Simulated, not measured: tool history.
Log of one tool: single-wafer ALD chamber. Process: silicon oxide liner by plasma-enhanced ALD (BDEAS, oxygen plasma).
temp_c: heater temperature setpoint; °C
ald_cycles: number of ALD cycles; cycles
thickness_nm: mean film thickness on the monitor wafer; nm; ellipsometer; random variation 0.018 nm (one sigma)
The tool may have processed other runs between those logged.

run,day,temp_c,ald_cycles,thickness_nm
1,0,320,81,7.197
2,0.129,320,73,6.4767
3,0.45,320,66,5.8568
4,0.575,319,72,6.4043
5,0.658,316,76,6.7646
6,0.783,312,76,6.7796
7,0.996,312,80,7.1395
8,1.083,312,83,7.4484

Estimate the outcome of run 9 from the log above:
9,1.129,312,85,?

{"run 9": {"thickness_nm": 7.6147}}
